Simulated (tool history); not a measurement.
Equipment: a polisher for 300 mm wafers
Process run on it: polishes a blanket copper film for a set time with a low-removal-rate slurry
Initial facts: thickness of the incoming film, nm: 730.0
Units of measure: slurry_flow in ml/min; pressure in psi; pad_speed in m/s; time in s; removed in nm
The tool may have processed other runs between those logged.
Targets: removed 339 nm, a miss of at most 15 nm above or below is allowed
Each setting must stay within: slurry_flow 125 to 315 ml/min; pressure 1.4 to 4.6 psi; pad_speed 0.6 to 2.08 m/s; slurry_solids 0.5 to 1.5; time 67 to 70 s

run  hour  slurry_flow  pressure  pad_speed  slurry_solids  time  removed
  1     0          205         3       1.34              1    67   252.76
  2   6.4          205         3       1.34              1    67   249.67
  3  14.2          205       3.1       1.34              1    67   263.48
  4  20.7          205       3.2       1.34              1    67   263.21
  5  25.4          205       3.2       1.34              1    67    273.6
  6  29.1          235       3.2       1.34              1    67   270.39
  7  30.9          235       3.3       1.34              1    67   282.86
  8    34          235       3.4       1.34              1    67   290.48
  9  36.3          235       3.7       1.34              1    67   310.06

Pick the move, out of 4, that brings all results within their allowed miss; only one does.
  A  38.6          205       3.7        1.3           0.95    67        ?
  B  38.6          235       3.4       1.44           1.15    67        ?
  C  38.6          230         4       1.26           0.95    70        ?
  D  38.6          225       3.9       1.54            0.9    70        ?

move  removed
   A   302.78
   B   316.82
   C   339.46
   D   374.76
A: its largest miss is bigger than the last run's
B: better than the last run, though not everything is in spec
C: meets every target
D: carries the result that was furthest off beyond its target, to the other side
So the answer is move C, the one that meets all the targets.
